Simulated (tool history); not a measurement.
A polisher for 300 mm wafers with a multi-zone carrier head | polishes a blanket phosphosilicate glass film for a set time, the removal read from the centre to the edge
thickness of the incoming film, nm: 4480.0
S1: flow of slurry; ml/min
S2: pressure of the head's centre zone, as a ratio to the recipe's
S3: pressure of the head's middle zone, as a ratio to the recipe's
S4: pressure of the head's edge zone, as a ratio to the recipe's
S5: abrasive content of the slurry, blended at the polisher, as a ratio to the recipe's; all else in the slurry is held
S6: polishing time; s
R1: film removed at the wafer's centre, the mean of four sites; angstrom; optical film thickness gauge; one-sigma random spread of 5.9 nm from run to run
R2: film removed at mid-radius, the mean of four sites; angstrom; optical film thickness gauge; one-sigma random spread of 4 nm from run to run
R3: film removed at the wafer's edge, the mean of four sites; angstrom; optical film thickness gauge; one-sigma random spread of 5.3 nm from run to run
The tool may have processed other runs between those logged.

run    day   S1    S2    S3    S4    S5  S6      R1      R2      R3
  1  0.000  120  1.00  1.00  1.00  1.00  57  4620.9  4585.9  4844.4
  2  0.271  120  1.00  1.05  1.00  1.00  57  4628.9  4880.9  4942.2
  3  0.442  110  1.05  1.00  0.99  1.00  57  4498.1  4566.8  4787.3
  4  0.567  110  0.97  1.00  0.99  1.00  57  4258.1  4552.5  4779.3
  5  0.658  120  1.02  0.95  0.97  0.95  57  4529.5  4299.3  4639.2
  6  0.742  125  1.05  0.91  0.96  0.95  57  4761.9  4307.9  4699.8
     0.833  -- slurry nozzle cleaned
  7  0.833  130  1.08  0.88  0.96  0.90  57  5564.0  4571.1  4990.5
  8  1.117  100  1.10  0.81  0.97  0.65  55  4142.4  3189.6  3877.4
  9  1.396  115  1.10  0.81  0.98  0.65  55  4336.0  3308.9  3911.1
 10  1.654  145  1.11  0.83  1.08  0.80  55  5288.3  4090.8  4863.9
 11  1.725  145  1.11  0.83  1.08  0.80  55  5282.7  4112.3  4842.8

The next listed run, before its measurement:
 12  1.967  140  1.12  0.83  1.06  0.80  55   ?   ?   ?

{"run 12": {"R1": 5203.1, "R2": 3960.4, "R3": 4840.4}}

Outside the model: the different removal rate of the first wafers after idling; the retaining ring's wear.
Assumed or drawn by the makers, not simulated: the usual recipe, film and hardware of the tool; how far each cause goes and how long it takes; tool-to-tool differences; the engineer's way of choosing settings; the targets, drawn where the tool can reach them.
